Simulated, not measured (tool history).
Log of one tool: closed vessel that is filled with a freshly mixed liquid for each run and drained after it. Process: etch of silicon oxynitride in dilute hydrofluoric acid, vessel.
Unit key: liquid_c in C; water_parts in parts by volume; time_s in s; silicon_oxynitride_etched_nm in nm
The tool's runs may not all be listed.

run	hour	liquid_c	water_parts	time_s	silicon_oxynitride_etched_nm
1	0	22	90	545	17.63
2	7.2	22	65	545	24.903
3	14.6	21	70	545	22.052
4	16	20.5	75	545	19.967
5	21.3	20.5	75	590	21.681
6	29.9	20.5	95	590	16.846

For run 7, what comes out?
7	35.6	20	95	590	?

Run 7 came out at silicon_oxynitride_etched_nm 16.355 nm.
